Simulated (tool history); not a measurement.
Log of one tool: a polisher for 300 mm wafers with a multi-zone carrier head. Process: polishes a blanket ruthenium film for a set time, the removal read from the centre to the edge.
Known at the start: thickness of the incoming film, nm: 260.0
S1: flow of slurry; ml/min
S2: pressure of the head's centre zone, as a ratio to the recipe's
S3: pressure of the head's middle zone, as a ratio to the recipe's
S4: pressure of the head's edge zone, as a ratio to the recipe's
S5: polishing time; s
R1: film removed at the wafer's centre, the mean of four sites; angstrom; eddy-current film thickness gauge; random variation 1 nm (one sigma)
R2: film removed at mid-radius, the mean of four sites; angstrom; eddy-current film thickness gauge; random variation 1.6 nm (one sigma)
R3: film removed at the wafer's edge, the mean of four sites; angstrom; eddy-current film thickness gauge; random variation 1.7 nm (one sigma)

{"run": 1, "day": 0.0, "S1": 255, "S2": 1, "S3": 1, "S4": 1, "S5": 73, "R1": 943.02, "R2": 948.42, "R3": 951.2}
{"run": 2, "day": 0.167, "S1": 255, "S2": 1.01, "S3": 1, "S4": 1.03, "S5": 77, "R1": 991.03, "R2": 975.47, "R3": 1017.8}
{"run": 3, "day": 0.292, "S1": 255, "S2": 1.01, "S3": 1, "S4": 0.99, "S5": 77, "R1": 994.97, "R2": 973.1, "R3": 985.3}
{"run": 4, "day": 0.579, "S1": 255, "S2": 1.01, "S3": 1.08, "S4": 0.99, "S5": 77, "R1": 1003.5, "R2": 1053.4, "R3": 982.17}
{"run": 5, "day": 0.771, "S1": 220, "S2": 1.01, "S3": 1.08, "S4": 0.99, "S5": 77, "R1": 992.53, "R2": 1068.2, "R3": 972.53}
{"run": 6, "day": 0.967, "S1": 225, "S2": 1.02, "S3": 1.08, "S4": 1.02, "S5": 80, "R1": 1045.6, "R2": 1102.3, "R3": 1029.2}
{"run": 7, "day": 1.262, "S1": 230, "S2": 1.03, "S3": 1.08, "S4": 1.05, "S5": 83, "R1": 1083.5, "R2": 1151.6, "R3": 1117.5}
{"run": 8, "day": 1.433, "S1": 235, "S2": 1.06, "S3": 1.08, "S4": 1.07, "S5": 84, "R1": 1144.2, "R2": 1161.3, "R3": 1119.7}
{"run": 9, "day": 1.538, "S1": 240, "S2": 1.07, "S3": 1.07, "S4": 1.09, "S5": 86, "R1": 1188.2, "R2": 1197, "R3": 1172.8}
{"run": 10, "day": 1.592, "S1": 245, "S2": 1.08, "S3": 1.06, "S4": 1.11, "S5": 87, "R1": 1213.5, "R2": 1202.9, "R3": 1199.9}

Run 11 comes next. What will it give?
{"run": 11, "day": 1.683, "S1": 250, "S2": 1.08, "S3": 1.05, "S4": 1.12, "S5": 88, "R1": "?", "R2": "?", "R3": "?"}

R1: 1226.4 angstrom
R2: 1178.3 angstrom
R3: 1193.9 angstrom

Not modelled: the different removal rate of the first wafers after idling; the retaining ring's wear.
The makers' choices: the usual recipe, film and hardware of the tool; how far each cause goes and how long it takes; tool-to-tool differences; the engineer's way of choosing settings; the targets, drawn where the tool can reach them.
